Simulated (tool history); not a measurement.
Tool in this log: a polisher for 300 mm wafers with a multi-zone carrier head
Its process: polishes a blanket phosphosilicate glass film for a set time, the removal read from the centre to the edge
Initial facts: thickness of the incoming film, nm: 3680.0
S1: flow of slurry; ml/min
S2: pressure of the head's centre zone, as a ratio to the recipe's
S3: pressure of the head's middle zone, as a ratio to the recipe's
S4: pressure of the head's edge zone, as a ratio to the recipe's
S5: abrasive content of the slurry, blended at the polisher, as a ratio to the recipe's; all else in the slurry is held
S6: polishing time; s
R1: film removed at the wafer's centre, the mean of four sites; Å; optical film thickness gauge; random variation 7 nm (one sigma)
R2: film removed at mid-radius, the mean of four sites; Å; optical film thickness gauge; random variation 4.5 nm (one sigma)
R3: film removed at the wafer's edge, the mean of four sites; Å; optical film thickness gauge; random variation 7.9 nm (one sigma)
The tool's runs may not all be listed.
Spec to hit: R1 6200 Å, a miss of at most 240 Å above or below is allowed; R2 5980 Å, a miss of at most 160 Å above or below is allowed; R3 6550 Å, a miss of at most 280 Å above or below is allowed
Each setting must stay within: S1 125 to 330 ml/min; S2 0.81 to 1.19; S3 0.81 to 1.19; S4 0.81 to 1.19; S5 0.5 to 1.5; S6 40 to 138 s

{"run": 1, "hour": 0.0, "S1": 210, "S2": 1, "S3": 1, "S4": 1, "S5": 1, "S6": 88, "R1": 7478.5, "R2": 7432.6, "R3": 7430.2}
{"run": 2, "hour": 4.0, "S1": 210, "S2": 1, "S3": 1, "S4": 1, "S5": 0.9, "S6": 88, "R1": 6986.7, "R2": 6879.7, "R3": 6929.1}
{"run": 3, "hour": 5.0, "S1": 210, "S2": 1, "S3": 1, "S4": 1.08, "S5": 0.9, "S6": 88, "R1": 7041.9, "R2": 6985.7, "R3": 7074.9}
{"run": 4, "hour": 6.8, "S1": 210, "S2": 1, "S3": 1, "S4": 1.08, "S5": 0.9, "S6": 68, "R1": 5402.9, "R2": 5413.5, "R3": 5528.9}
{"run": 5, "hour": 7.5, "S1": 210, "S2": 1, "S3": 1, "S4": 1.08, "S5": 0.9, "S6": 82, "R1": 6386.8, "R2": 6451.8, "R3": 6700.5}
{"run": 6, "hour": 12.4, "S1": 210, "S2": 1, "S3": 1, "S4": 1.08, "S5": 1.05, "S6": 82, "R1": 7222, "R2": 7147.6, "R3": 7376.4}
{"run": 7, "hour": 18.2, "S1": 165, "S2": 0.93, "S3": 0.9, "S4": 0.98, "S5": 0.95, "S6": 82, "R1": 5927, "R2": 5895.7, "R3": 6464.9}
{"run": 8, "hour": 24.4, "S1": 165, "S2": 0.93, "S3": 0.9, "S4": 0.98, "S5": 0.95, "S6": 82, "R1": 5843.6, "R2": 5904.6, "R3": 6451.6}

Of the 5 settings listed for the next run, only one would bring every result within its allowed miss of target. Which one?
{"run": "A", "hour": 30.6, "S1": 185, "S2": 0.85, "S3": 0.82, "S4": 1.03, "S5": 1, "S6": 81, "R1": "?", "R2": "?", "R3": "?"}
{"run": "B", "hour": 30.6, "S1": 190, "S2": 0.86, "S3": 0.86, "S4": 1.07, "S5": 0.9, "S6": 83, "R1": "?", "R2": "?", "R3": "?"}
{"run": "C", "hour": 30.6, "S1": 200, "S2": 1.01, "S3": 0.84, "S4": 1, "S5": 0.9, "S6": 86, "R1": "?", "R2": "?", "R3": "?"}
{"run": "D", "hour": 30.6, "S1": 150, "S2": 0.95, "S3": 0.88, "S4": 0.95, "S5": 0.95, "S6": 86, "R1": "?", "R2": "?", "R3": "?"}
{"run": "E", "hour": 30.6, "S1": 175, "S2": 0.91, "S3": 1, "S4": 0.97, "S5": 1.05, "S6": 71, "R1": "?", "R2": "?", "R3": "?"}

move=A R1=5636 R2=5723.1 R3=6893.9
move=B R1=5487.1 R2=5720.4 R3=6741.8
move=C R1=6748.4 R2=5859.1 R3=6801.3
move=D R1=6186.3 R2=5976.5 R3=6608.1
move=E R1=5394.1 R2=6027.7 R3=5984.8
A: lands further from the targets than the last run did
B: lands further from the targets than the last run did
C: takes the result that was furthest off past its target
D: every result within its allowed miss
E: lands further from the targets than the last run did
Correct choice: D, which meets every target

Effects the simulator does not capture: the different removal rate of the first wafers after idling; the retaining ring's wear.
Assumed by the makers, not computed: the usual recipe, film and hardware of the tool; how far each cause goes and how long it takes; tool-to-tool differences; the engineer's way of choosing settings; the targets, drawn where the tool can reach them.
